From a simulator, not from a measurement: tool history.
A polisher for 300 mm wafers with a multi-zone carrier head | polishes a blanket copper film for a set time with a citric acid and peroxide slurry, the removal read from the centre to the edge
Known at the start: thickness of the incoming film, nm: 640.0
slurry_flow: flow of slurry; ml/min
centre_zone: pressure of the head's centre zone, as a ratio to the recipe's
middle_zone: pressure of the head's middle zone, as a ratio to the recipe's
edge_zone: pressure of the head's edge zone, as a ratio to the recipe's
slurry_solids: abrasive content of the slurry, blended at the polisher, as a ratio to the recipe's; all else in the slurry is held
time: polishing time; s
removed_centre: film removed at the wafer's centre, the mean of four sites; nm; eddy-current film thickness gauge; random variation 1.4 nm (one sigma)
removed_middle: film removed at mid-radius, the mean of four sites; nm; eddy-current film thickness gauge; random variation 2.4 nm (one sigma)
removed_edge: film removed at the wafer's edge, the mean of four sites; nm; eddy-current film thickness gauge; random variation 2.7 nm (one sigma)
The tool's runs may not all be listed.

{"run": 1, "hour": 0.0, "slurry_flow": 135, "centre_zone": 1.0, "middle_zone": 1.0, "edge_zone": 1.0, "slurry_solids": 1.0, "time": 38, "removed_centre": 138.76, "removed_middle": 144.84, "removed_edge": 138.88}
{"run": 2, "hour": 6.9, "slurry_flow": 145, "centre_zone": 0.98, "middle_zone": 1.03, "edge_zone": 1.05, "slurry_solids": 1.15, "time": 39, "removed_centre": 141.55, "removed_middle": 159.64, "removed_edge": 151.76}
{"run": 3, "hour": 11.3, "slurry_flow": 145, "centre_zone": 0.98, "middle_zone": 1.03, "edge_zone": 1.05, "slurry_solids": 1.15, "time": 46, "removed_centre": 169.88, "removed_middle": 189.52, "removed_edge": 177.51}
{"run": 4, "hour": 11.8, "slurry_flow": 140, "centre_zone": 0.96, "middle_zone": 1.04, "edge_zone": 1.06, "slurry_solids": 1.2, "time": 46, "removed_centre": 165.45, "removed_middle": 192.29, "removed_edge": 182.69}
{"run": 5, "hour": 18.6, "slurry_flow": 140, "centre_zone": 0.95, "middle_zone": 1.05, "edge_zone": 1.06, "slurry_solids": 1.2, "time": 46, "removed_centre": 163.79, "removed_middle": 189.78, "removed_edge": 182.29}
{"run": 6, "hour": 26.2, "slurry_flow": 140, "centre_zone": 0.95, "middle_zone": 1.05, "edge_zone": 1.06, "slurry_solids": 1.2, "time": 54, "removed_centre": 193.06, "removed_middle": 224.31, "removed_edge": 207.4}
{"run": 7, "hour": 33.9, "slurry_flow": 130, "centre_zone": 0.92, "middle_zone": 1.05, "edge_zone": 1.04, "slurry_solids": 1.15, "time": 54, "removed_centre": 181.51, "removed_middle": 215.49, "removed_edge": 203.15}

Forecast run 8:
{"run": 8, "hour": 42.4, "slurry_flow": 120, "centre_zone": 0.91, "middle_zone": 1.06, "edge_zone": 1.02, "slurry_solids": 1.15, "time": 54, "removed_centre": "?", "removed_middle": "?", "removed_edge": "?"}

Run 8 gave removed_centre 175.27 nm, removed_middle 213.82 nm, removed_edge 200.79 nm.

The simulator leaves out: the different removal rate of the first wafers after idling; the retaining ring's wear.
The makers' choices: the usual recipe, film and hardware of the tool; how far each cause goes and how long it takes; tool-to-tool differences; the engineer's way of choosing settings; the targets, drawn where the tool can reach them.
